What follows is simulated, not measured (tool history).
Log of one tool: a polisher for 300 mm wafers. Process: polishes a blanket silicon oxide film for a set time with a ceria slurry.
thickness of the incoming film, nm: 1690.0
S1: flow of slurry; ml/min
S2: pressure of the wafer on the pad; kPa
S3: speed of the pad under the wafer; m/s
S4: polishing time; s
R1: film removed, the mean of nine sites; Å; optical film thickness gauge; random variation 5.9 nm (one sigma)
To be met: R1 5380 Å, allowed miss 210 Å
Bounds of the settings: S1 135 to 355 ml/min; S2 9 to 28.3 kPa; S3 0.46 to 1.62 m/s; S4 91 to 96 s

run  hour   S1    S2    S3  S4      R1
  1     0  225  18.6  1.04  91  3036.9
  2   4.2  170  18.6  1.04  91  2916.7
  3   4.8  170  18.6  1.04  96  3012.9
  4  13.1  170  18.6  0.88  96  2599.6
  5  19.1  185  21.4  0.92  96  3150.3
  6  23.1  200  23.4  0.96  96  3621.7
  7    27  200  23.4  0.96  96  3667.1
  8  29.2  215  24.8     1  96  4024.4
  9  34.6  220  26.2  1.04  96  4434.7
 10  41.4  225  26.9  1.08  96  4782.1
 11  43.5  230  27.6   1.1  96  4974.7
 12  45.4  235  27.6  1.12  96  5166.3

5 next moves are on the table. One of them brings every result within its allowed miss. Which?
  A  47.3  220  26.2  1.18  95   ?
  B  47.3  265  22.8   1.3  95   ?
  C  47.3  260  25.5  1.36  91   ?
  D  47.3  220  28.3  1.08  93   ?
  E  47.3  245  28.3  1.26  96   ?

move      R1
   A  4912.9
   B  4809.9
   C    5373
   D  4753.5
   E  5778.2
A: further off than the last run
B: further off than the last run
C: meets every target
D: further off than the last run
E: takes the result that was furthest off past its target
The right move is C.
